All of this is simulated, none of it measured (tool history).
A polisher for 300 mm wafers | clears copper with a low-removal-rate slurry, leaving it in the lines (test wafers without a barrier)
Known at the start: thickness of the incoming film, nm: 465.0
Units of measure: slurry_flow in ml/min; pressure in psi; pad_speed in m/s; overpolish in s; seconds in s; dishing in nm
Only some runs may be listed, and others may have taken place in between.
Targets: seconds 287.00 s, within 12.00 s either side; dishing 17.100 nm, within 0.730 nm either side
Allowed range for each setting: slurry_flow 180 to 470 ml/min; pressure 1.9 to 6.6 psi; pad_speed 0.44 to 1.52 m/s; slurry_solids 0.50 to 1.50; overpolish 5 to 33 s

run,day,slurry_flow,pressure,pad_speed,slurry_solids,overpolish,seconds,dishing
1,0.000,300,4.2,0.98,1.00,17,122.22,44.796
2,0.083,300,4.2,0.98,1.00,12,121.63,33.041
3,0.196,300,3.7,0.92,1.00,12,147.28,28.195
4,0.254,300,3.3,0.88,1.00,12,170.25,23.656
5,0.342,300,3.3,0.88,1.10,12,168.67,24.418
6,0.525,300,3.0,0.84,1.10,13,192.47,23.467
7,0.667,300,2.7,0.82,1.10,13,216.96,20.926
8,0.933,300,2.5,0.80,1.10,13,244.07,18.933
9,1.167,300,2.4,0.80,1.10,13,250.15,18.620
10,1.379,300,2.3,0.80,1.10,13,257.20,17.535
11,1.550,300,2.3,0.80,1.10,13,262.41,17.506
12,1.808,300,2.2,0.80,1.10,13,270.07,16.826

4 next moves are on the table. One of them brings every result within its allowed miss. Which?
A,2.067,380,2.1,0.76,1.15,14,?,?
B,2.067,250,2.2,0.84,1.10,13,?,?
C,2.067,310,2.0,0.82,1.15,16,?,?
D,2.067,315,2.2,0.82,1.05,12,?,?

move,seconds,dishing
A,289.02,17.020
B,261.09,17.488
C,284.76,19.518
D,266.42,15.914
A: all results land within tolerance of their targets
B: further off than the last run
C: corrects the largest miss of the last run, while another result sits out of spec
D: further off than the last run
Move A is the one to make.
